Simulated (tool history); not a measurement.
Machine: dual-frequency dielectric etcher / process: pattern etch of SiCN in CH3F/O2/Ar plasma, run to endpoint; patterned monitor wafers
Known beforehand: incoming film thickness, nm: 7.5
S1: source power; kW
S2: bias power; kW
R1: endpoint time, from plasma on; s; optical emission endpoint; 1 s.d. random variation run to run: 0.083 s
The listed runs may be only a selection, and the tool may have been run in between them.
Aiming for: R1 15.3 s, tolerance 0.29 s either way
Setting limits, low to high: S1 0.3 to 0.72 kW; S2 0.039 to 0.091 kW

Run 1, hour 0: S1 0.51 kW, S2 0.065 kW. Result: R1 17.837 s.
Run 2, hour 5.6: S1 0.44 kW, S2 0.065 kW. Result: R1 18.427 s.
Run 3, hour 9: S1 0.44 kW, S2 0.074 kW. Result: R1 17.426 s.
Run 4, hour 12.9: S1 0.44 kW, S2 0.082 kW. Result: R1 16.6 s.
Run 5, hour 19: S1 0.5 kW, S2 0.082 kW. Result: R1 16.109 s.
Run 6, hour 26.2: S1 0.52 kW, S2 0.083 kW. Result: R1 15.733 s.
Run 7, hour 33.1: S1 0.53 kW, S2 0.083 kW. Result: R1 15.818 s.
Run 8, hour 41.1: S1 0.54 kW, S2 0.084 kW. Result: R1 15.67 s.

Exactly one of the 5 candidate moves below puts every result within its allowed miss. Which one?
Run A, hour 49.1: S1 0.51 kW, S2 0.091 kW. Result: R1 ?.
Run B, hour 49.1: S1 0.52 kW, S2 0.078 kW. Result: R1 ?.
Run C, hour 49.1: S1 0.52 kW, S2 0.08 kW. Result: R1 ?.
Run D, hour 49.1: S1 0.52 kW, S2 0.084 kW. Result: R1 ?.
Run E, hour 49.1: S1 0.54 kW, S2 0.08 kW. Result: R1 ?.

move      R1
   A   15.41
   B  16.375
   C  16.199
   D  15.865
   E  16.032
A: all results in spec
B: its largest miss is bigger than the last run's
C: its largest miss is bigger than the last run's
D: its largest miss is bigger than the last run's
E: its largest miss is bigger than the last run's
The right move is A.

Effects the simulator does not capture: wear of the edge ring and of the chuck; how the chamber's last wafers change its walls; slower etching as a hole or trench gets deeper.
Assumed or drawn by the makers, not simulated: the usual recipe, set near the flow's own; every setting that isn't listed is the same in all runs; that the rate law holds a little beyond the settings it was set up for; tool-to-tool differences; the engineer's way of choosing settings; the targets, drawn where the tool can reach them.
